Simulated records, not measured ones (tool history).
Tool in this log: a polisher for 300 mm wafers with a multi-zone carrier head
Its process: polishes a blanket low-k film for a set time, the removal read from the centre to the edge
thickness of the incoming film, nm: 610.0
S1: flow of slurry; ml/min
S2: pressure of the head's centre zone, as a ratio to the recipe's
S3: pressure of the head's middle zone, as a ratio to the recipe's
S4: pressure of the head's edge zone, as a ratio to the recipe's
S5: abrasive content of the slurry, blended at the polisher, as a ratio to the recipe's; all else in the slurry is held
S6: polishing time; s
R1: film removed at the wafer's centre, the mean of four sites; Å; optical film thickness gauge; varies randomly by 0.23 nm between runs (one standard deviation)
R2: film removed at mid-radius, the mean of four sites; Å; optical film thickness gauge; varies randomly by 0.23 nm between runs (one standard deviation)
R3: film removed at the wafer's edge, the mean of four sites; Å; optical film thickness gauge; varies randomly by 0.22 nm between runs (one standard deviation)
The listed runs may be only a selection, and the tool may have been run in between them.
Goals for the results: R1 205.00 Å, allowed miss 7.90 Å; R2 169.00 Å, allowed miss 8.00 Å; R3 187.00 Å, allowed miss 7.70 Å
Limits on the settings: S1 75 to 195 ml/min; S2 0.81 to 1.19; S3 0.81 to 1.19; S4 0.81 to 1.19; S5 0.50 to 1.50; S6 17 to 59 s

run  hour   S1    S2    S3    S4    S5  S6      R1      R2      R3
  1   0.0  125  1.00  1.00  1.00  1.00  38  128.60  124.82  123.43
  2   7.4  140  1.00  1.00  1.00  1.00  38  132.99  129.02  128.17
  3  12.4  140  1.00  1.08  1.00  1.00  38  127.73  134.08  129.13
  4  16.1  145  1.02  1.07  1.02  1.05  38  136.61  140.14  131.48
  5  18.3  145  1.02  1.07  1.02  1.05  43  156.28  155.11  149.27
  6  26.1  145  1.02  1.05  1.04  1.10  43  164.62  161.40  155.24
  7  32.0  150  1.02  1.02  1.06  1.10  43  165.15  154.86  157.35
  8  35.7  155  1.03  1.01  1.07  1.10  43  167.87  155.57  159.86
  9  37.1  160  1.04  1.00  1.08  1.10  43  171.43  158.28  157.32

Next run, 5 choices. One meets every target within its allowed miss, the rest don't. Which?
  A  38.5  175  1.06  0.86  1.18  1.20  43   ?   ?   ?
  B  38.5  195  0.92  1.19  0.89  1.25  35   ?   ?   ?
  C  38.5  165  1.09  0.92  1.13  1.10  49   ?   ?   ?
  D  38.5  135  0.95  1.12  0.91  1.00  41   ?   ?   ?
  E  38.5  135  0.83  0.89  1.19  1.15  49   ?   ?   ?

move      R1      R2      R3
   A  186.59  146.37  178.11
   B  137.37  163.06  130.04
   C  206.19  166.42  187.64
   D  135.70  149.25  129.19
   E  153.57  159.72  192.11
A: an improvement on the last run, though not all results are within tolerance
B: lands further from the targets than the last run did
C: all results in spec
D: lands further from the targets than the last run did
E: lands further from the targets than the last run did
C is the move that brings every result within its allowed miss.
